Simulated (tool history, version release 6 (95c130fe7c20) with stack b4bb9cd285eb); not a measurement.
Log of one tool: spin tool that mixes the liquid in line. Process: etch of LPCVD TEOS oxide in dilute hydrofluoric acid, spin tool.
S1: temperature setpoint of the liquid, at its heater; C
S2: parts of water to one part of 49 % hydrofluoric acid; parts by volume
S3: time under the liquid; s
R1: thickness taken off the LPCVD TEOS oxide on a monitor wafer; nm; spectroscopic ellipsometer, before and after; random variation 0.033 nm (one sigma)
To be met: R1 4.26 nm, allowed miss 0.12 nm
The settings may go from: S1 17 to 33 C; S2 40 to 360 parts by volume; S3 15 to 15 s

Run 1, hour 0: S1 25 C, S2 200 parts by volume, S3 15 s. Result: R1 1.5814 nm.
Run 2, hour 5.3: S1 22 C, S2 200 parts by volume, S3 15 s. Result: R1 1.4286 nm.
Run 3, hour 6.9: S1 19.5 C, S2 200 parts by volume, S3 15 s. Result: R1 1.3009 nm.
Run 4, hour 15.5: S1 22.5 C, S2 170 parts by volume, S3 15 s. Result: R1 1.7725 nm.
Run 5, hour 19: S1 24.5 C, S2 150 parts by volume, S3 15 s. Result: R1 2.1967 nm.
Run 6, hour 21.3: S1 24.5 C, S2 205 parts by volume, S3 15 s. Result: R1 1.5182 nm.
Run 7, hour 21.8: S1 26.5 C, S2 180 parts by volume, S3 15 s. Result: R1 1.8977 nm.
Run 8, hour 24.9: S1 28 C, S2 160 parts by volume, S3 15 s. Result: R1 2.31 nm.
Run 9, hour 30: S1 32 C, S2 80 parts by volume, S3 15 s. Result: R1 5.9646 nm.

Which of these 4 next moves meets every target?
Run A, hour 35.1: S1 33 C, S2 50 parts by volume, S3 15 s. Result: R1 ?.
Run B, hour 35.1: S1 32.5 C, S2 110 parts by volume, S3 15 s. Result: R1 ?.
Run C, hour 35.1: S1 32.5 C, S2 75 parts by volume, S3 15 s. Result: R1 ?.
Run D, hour 35.1: S1 33 C, S2 135 parts by volume, S3 15 s. Result: R1 ?.

move      R1
   A  10.381
   B  4.2177
   C  6.5232
   D   3.374
A: further off than the last run
B: meets every target
C: further off than the last run
D: takes the result that was furthest off past its target
Answer: B

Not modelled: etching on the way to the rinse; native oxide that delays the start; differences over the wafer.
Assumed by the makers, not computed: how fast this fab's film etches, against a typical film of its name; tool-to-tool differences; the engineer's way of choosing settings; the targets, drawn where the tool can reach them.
